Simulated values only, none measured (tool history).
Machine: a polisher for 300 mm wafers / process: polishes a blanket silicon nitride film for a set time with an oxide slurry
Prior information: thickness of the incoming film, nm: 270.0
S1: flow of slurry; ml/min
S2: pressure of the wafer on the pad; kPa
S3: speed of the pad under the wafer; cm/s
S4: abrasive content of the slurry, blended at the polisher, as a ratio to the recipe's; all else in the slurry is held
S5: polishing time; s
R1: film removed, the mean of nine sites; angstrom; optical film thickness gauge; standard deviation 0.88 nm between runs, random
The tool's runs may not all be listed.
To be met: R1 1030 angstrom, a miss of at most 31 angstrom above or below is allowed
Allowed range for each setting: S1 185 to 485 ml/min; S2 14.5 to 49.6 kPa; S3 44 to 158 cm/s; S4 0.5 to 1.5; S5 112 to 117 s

run	day	S1	S2	S3	S4	S5	R1
1	0	310	31.7	100	1	112	763.5
2	0.362	310	31.7	100	1.2	112	791.64
3	0.388	310	33.8	100	1.2	112	849.49
4	0.471	310	35.2	100	1.2	112	878.48
5	0.608	310	35.2	86	1.2	112	779.89
6	0.758	310	35.2	68	1.2	112	658.55
7	0.796	315	44.1	70	1.2	112	830.52
8	1.129	315	45.5	72	1.2	112	868.18
9	1.175	315	45.5	72	1.2	112	862.78

Pick the move, out of 5, that brings all results within their allowed miss; only one does.
A	1.221	305	45.5	82	1	117	?
B	1.221	315	47.6	82	1.2	114	?
C	1.221	305	48.3	86	1.15	116	?
D	1.221	340	42.1	70	1.15	112	?
E	1.221	330	48.3	50	1.05	112	?

move	R1
A	940.12
B	1018
C	1073.1
D	777.1
E	655.77
A: better than the last run, though not everything is in spec
B: each result inside its tolerance
C: moves the result that the last run missed by most past its target, out the other side
D: its largest miss is bigger than the last run's
E: its largest miss is bigger than the last run's
B is the move that brings every result within its allowed miss.
